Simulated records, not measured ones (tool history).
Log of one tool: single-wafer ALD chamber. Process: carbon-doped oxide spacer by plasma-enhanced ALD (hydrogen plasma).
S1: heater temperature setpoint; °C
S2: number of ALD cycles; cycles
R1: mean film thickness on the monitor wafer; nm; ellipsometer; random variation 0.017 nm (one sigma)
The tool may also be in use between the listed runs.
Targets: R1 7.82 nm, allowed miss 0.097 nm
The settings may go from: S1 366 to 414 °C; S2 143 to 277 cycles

run	hour	S1	S2	R1
1	0	390	210	10.468
2	6.6	390	233	11.619
3	8.6	390	203	10.133
4	13.6	390	188	9.3953
5	20.4	390	200	9.9667
# hour 21.8: thermocouple changed; heater temperature recalibrated
6	21.8	390	188	9.3481
7	26.1	390	179	8.9125
8	29.9	390	173	8.6132
9	32.6	390	169	8.4324

Which of these 5 next moves meets every target?
A	35.3	395	157	?
B	35.3	380	161	?
C	35.3	384	189	?
D	35.3	397	152	?
E	35.3	387	162	?

move	R1
A	7.8337
B	8.0333
C	9.4304
D	7.5842
E	8.0832
A: meets every target
B: nearer than the last run, and not there yet
C: further off than the last run
D: takes the result that was furthest off past its target
E: nearer than the last run, and not there yet
The right move is A.

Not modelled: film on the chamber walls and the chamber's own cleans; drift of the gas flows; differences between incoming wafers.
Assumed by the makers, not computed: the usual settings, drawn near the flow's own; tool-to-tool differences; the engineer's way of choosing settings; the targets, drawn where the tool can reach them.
